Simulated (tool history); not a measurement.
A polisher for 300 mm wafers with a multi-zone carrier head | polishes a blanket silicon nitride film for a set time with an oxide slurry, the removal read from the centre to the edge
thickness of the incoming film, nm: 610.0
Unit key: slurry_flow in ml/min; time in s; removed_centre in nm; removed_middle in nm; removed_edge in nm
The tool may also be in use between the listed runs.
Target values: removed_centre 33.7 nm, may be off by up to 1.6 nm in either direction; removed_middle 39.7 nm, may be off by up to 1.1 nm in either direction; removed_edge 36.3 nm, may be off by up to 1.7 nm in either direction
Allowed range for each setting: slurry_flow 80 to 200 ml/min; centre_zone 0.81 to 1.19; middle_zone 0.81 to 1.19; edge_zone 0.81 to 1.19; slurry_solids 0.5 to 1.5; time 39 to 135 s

run 1 hour=0 | slurry_flow=130 centre_zone=1 middle_zone=1 edge_zone=1 slurry_solids=1 time=87 | removed_centre=43.866 removed_middle=43.999 removed_edge=43.536
run 2 hour=8.7 | slurry_flow=125 centre_zone=0.97 middle_zone=1 edge_zone=0.97 slurry_solids=0.95 time=87 | removed_centre=41.468 removed_middle=43.287 removed_edge=43.07
run 3 hour=13.4 | slurry_flow=125 centre_zone=0.93 middle_zone=1 edge_zone=0.97 slurry_solids=0.95 time=87 | removed_centre=40.956 removed_middle=42.907 removed_edge=41.924
run 4 hour=15.7 | slurry_flow=125 centre_zone=0.93 middle_zone=1 edge_zone=0.92 slurry_solids=0.95 time=87 | removed_centre=39.166 removed_middle=42.596 removed_edge=41.801
-- hour=24.3 worn pad replaced by a new one
run 5 hour=24.3 | slurry_flow=125 centre_zone=0.93 middle_zone=1.06 edge_zone=0.92 slurry_solids=0.95 time=87 | removed_centre=43.149 removed_middle=48.353 removed_edge=45.274
run 6 hour=26.5 | slurry_flow=125 centre_zone=0.93 middle_zone=1.06 edge_zone=0.88 slurry_solids=0.95 time=87 | removed_centre=42.753 removed_middle=47.732 removed_edge=45.824
run 7 hour=28.5 | slurry_flow=125 centre_zone=0.93 middle_zone=1.06 edge_zone=0.88 slurry_solids=0.95 time=87 | removed_centre=42.418 removed_middle=48.146 removed_edge=44.835
run 8 hour=36.5 | slurry_flow=130 centre_zone=0.91 middle_zone=1.05 edge_zone=0.86 slurry_solids=0.9 time=87 | removed_centre=41.462 removed_middle=47.548 removed_edge=42.948

Exercise: of the 4 proposed moves below, exactly one satisfies all targets within the stated allowed misses. Which move is it?
run A hour=44.5 | slurry_flow=150 centre_zone=0.89 middle_zone=1.06 edge_zone=0.92 slurry_solids=0.6 time=81 | removed_centre=? removed_middle=? removed_edge=?
run B hour=44.5 | slurry_flow=200 centre_zone=1.13 middle_zone=1.02 edge_zone=0.81 slurry_solids=0.5 time=91 | removed_centre=? removed_middle=? removed_edge=?
run C hour=44.5 | slurry_flow=80 centre_zone=1.03 middle_zone=0.91 edge_zone=0.97 slurry_solids=1.1 time=91 | removed_centre=? removed_middle=? removed_edge=?
run D hour=44.5 | slurry_flow=90 centre_zone=1.13 middle_zone=0.81 edge_zone=0.94 slurry_solids=1.05 time=94 | removed_centre=? removed_middle=? removed_edge=?

move=A removed_centre=33.589 removed_middle=39.606 removed_edge=36.58
move=B removed_centre=47.284 removed_middle=42.159 removed_edge=38.051
move=C removed_centre=46.403 removed_middle=42.35 removed_edge=47.427
move=D removed_centre=53.529 removed_middle=40.259 removed_edge=48.646
A: meets every target
B: the biggest miss grows against the last run
C: the biggest miss grows against the last run
D: the furthest-off result lands on target, but another misses its tolerance
The right move is A.
